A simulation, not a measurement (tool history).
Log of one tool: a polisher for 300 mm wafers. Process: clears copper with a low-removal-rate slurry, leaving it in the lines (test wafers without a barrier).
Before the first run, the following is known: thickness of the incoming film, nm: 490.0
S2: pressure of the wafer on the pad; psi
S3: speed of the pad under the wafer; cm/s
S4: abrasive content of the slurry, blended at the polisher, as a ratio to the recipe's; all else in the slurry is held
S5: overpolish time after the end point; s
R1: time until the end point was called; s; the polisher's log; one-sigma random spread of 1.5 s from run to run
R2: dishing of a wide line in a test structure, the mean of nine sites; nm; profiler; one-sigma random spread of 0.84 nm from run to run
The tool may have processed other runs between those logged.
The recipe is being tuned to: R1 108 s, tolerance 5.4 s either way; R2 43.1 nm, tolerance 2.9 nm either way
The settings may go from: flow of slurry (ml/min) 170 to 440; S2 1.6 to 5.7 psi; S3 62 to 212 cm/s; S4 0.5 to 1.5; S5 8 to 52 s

run 1 hour=0 | flow_of_slurry_(ml/min)=280 S2=3.6 S3=136 S4=1 S5=26 | R1=77.223 R2=65.856
run 2 hour=2.7 | flow_of_slurry_(ml/min)=280 S2=3.4 S3=136 S4=1 S5=23 | R1=81.151 R2=57.973
run 3 hour=11.5 | flow_of_slurry_(ml/min)=280 S2=3.4 S3=110 S4=1 S5=23 | R1=98.345 R2=53.344
run 4 hour=20.4 | flow_of_slurry_(ml/min)=280 S2=3.4 S3=110 S4=1.2 S5=23 | R1=95.238 R2=54.97
run 5 hour=21.5 | flow_of_slurry_(ml/min)=280 S2=3.4 S3=110 S4=1.2 S5=14 | R1=96.429 R2=40.4
run 6 hour=26.3 | flow_of_slurry_(ml/min)=280 S2=3.4 S3=84 S4=1.2 S5=14 | R1=122.87 R2=34.344
run 7 hour=32.2 | flow_of_slurry_(ml/min)=280 S2=3.5 S3=84 S4=1.2 S5=15 | R1=121.74 R2=34.662
run 8 hour=37.2 | flow_of_slurry_(ml/min)=280 S2=3.6 S3=86 S4=1.2 S5=16 | R1=114.51 R2=39.455
run 9 hour=41.3 | flow_of_slurry_(ml/min)=280 S2=3.7 S3=86 S4=1.2 S5=17 | R1=115.34 R2=42.753
run 10 hour=44.7 | flow_of_slurry_(ml/min)=280 S2=3.9 S3=88 S4=1.2 S5=15 | R1=107.68 R2=40.395

Which single option among these 5 for the next run brings every result within its allowed miss of target? Just one does.
run A hour=48.1 | flow_of_slurry_(ml/min)=245 S2=3.9 S3=86 S4=1.5 S5=22 | R1=? R2=?
run B hour=48.1 | flow_of_slurry_(ml/min)=255 S2=4.5 S3=86 S4=1.2 S5=15 | R1=? R2=?
run C hour=48.1 | flow_of_slurry_(ml/min)=325 S2=4.1 S3=80 S4=1.3 S5=13 | R1=? R2=?
run D hour=48.1 | flow_of_slurry_(ml/min)=370 S2=4.4 S3=84 S4=1.05 S5=13 | R1=? R2=?
run E hour=48.1 | flow_of_slurry_(ml/min)=265 S2=3.8 S3=88 S4=1.2 S5=17 | R1=? R2=?

move=A R1=106.49 R2=51.85
move=B R1=99.006 R2=42.654
move=C R1=110.07 R2=35.567
move=D R1=102.46 R2=37.566
move=E R1=110.12 R2=43.013
A: the result that was furthest off in the last run now lies on the other side of its target
B: the furthest-off result lands on target, but another misses its tolerance
C: its largest miss is bigger than the last run's
D: its largest miss is bigger than the last run's
E: all results in spec
E meets every target.
